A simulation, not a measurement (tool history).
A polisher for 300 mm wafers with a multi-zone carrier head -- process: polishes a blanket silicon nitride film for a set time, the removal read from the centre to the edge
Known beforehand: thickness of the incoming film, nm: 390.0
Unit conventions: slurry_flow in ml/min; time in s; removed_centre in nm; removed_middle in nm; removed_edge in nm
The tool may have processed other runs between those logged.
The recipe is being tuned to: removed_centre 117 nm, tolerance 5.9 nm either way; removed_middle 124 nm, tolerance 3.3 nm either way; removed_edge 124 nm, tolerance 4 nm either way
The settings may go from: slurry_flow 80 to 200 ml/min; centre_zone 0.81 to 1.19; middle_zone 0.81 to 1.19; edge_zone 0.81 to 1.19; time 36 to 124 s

Run 1, hour 0: slurry_flow 130 ml/min, centre_zone 1, middle_zone 1, edge_zone 1, time 79 s. Result: removed_centre 141.02 nm, removed_middle 140.66 nm, removed_edge 134.62 nm.
Run 2, hour 2: slurry_flow 120 ml/min, centre_zone 0.98, middle_zone 0.99, edge_zone 0.99, time 79 s. Result: removed_centre 134.51 nm, removed_middle 138.94 nm, removed_edge 132.26 nm.
Run 3, hour 4: slurry_flow 120 ml/min, centre_zone 0.98, middle_zone 0.99, edge_zone 0.91, time 79 s. Result: removed_centre 132.08 nm, removed_middle 137.63 nm, removed_edge 128.33 nm.
Run 4, hour 12.9: slurry_flow 120 ml/min, centre_zone 0.98, middle_zone 0.99, edge_zone 0.91, time 65 s. Result: removed_centre 112.54 nm, removed_middle 112.16 nm, removed_edge 104.79 nm.
Run 5, hour 14: slurry_flow 130 ml/min, centre_zone 0.96, middle_zone 0.99, edge_zone 0.95, time 66 s. Result: removed_centre 111.35 nm, removed_middle 117.34 nm, removed_edge 109.66 nm.
Run 6, hour 19.2: slurry_flow 130 ml/min, centre_zone 0.96, middle_zone 0.99, edge_zone 1.01, time 66 s. Result: removed_centre 112.03 nm, removed_middle 117.68 nm, removed_edge 113.47 nm.
Run 7, hour 23.3: slurry_flow 135 ml/min, centre_zone 0.96, middle_zone 0.99, edge_zone 1.03, time 66 s. Result: removed_centre 115.79 nm, removed_middle 117.52 nm, removed_edge 116.19 nm.
Run 8, hour 29.9: slurry_flow 140 ml/min, centre_zone 0.95, middle_zone 0.99, edge_zone 1.04, time 66 s. Result: removed_centre 115.24 nm, removed_middle 120.19 nm, removed_edge 119.73 nm.
Run 9, hour 30.9: slurry_flow 155 ml/min, centre_zone 0.94, middle_zone 0.99, edge_zone 1.06, time 66 s. Result: removed_centre 114.52 nm, removed_middle 122.55 nm, removed_edge 121.88 nm.

Which one of the following 4 next-run settings gets every result inside its allowed miss? There is exactly one.
Run A, hour 31.9: slurry_flow 160 ml/min, centre_zone 0.95, middle_zone 1.01, edge_zone 1.04, time 64 s. Result: removed_centre ?, removed_middle ?, removed_edge ?.
Run B, hour 31.9: slurry_flow 145 ml/min, centre_zone 0.91, middle_zone 0.96, edge_zone 1.02, time 70 s. Result: removed_centre ?, removed_middle ?, removed_edge ?.
Run C, hour 31.9: slurry_flow 150 ml/min, centre_zone 0.91, middle_zone 0.9, edge_zone 0.99, time 67 s. Result: removed_centre ?, removed_middle ?, removed_edge ?.
Run D, hour 31.9: slurry_flow 140 ml/min, centre_zone 0.96, middle_zone 0.99, edge_zone 1.11, time 65 s. Result: removed_centre ?, removed_middle ?, removed_edge ?.

move  removed_centre  removed_middle  removed_edge
   A          112.67          119.59        116.03
   B          115.47          123.79        124.09
   C          111.33          113.99        117.74
   D          112.26          116.62        119.45
A: its largest miss is bigger than the last run's
B: all results land within tolerance of their targets
C: its largest miss is bigger than the last run's
D: its largest miss is bigger than the last run's
Go with B: it meets all targets.

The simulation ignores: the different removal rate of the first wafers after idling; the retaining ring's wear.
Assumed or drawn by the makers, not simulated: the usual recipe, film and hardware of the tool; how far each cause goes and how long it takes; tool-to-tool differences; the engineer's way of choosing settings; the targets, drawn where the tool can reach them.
